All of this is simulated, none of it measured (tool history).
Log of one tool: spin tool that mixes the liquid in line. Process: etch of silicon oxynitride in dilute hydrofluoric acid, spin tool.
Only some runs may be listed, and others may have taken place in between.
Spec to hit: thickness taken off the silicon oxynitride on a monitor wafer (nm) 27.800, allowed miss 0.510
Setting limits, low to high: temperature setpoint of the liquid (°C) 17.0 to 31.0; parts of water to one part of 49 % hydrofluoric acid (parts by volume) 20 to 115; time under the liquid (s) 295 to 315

run	hour	temperature setpoint of the liquid (°C)	parts of water to one part of 49 % hydrofluoric acid (parts by volume)	time under the liquid (s)	thickness taken off the silicon oxynitride on a monitor wafer (nm)
1	0.0	23.0	65	295	20.836
2	7.1	24.5	65	295	21.939
3	13.2	26.5	65	295	24.727
4	15.7	26.5	65	315	26.029
5	17.7	30.0	65	315	30.942
6	22.3	29.5	65	315	29.781
7	26.7	29.0	65	315	28.933
8	33.8	28.5	65	315	28.928

Next run, 4 choices. One meets every target within its allowed miss, the rest don't. Which?
A	40.9	30.5	65	295	?
B	40.9	28.5	70	315	?
C	40.9	28.0	65	315	?
D	40.9	28.0	55	295	?

move	thickness taken off the silicon oxynitride on a monitor wafer (nm)
A	29.326
B	26.378
C	27.878
D	31.128
A: lands further from the targets than the last run did
B: moves the result that the last run missed by most past its target, out the other side
C: all results in spec
D: lands further from the targets than the last run did
Answer: C

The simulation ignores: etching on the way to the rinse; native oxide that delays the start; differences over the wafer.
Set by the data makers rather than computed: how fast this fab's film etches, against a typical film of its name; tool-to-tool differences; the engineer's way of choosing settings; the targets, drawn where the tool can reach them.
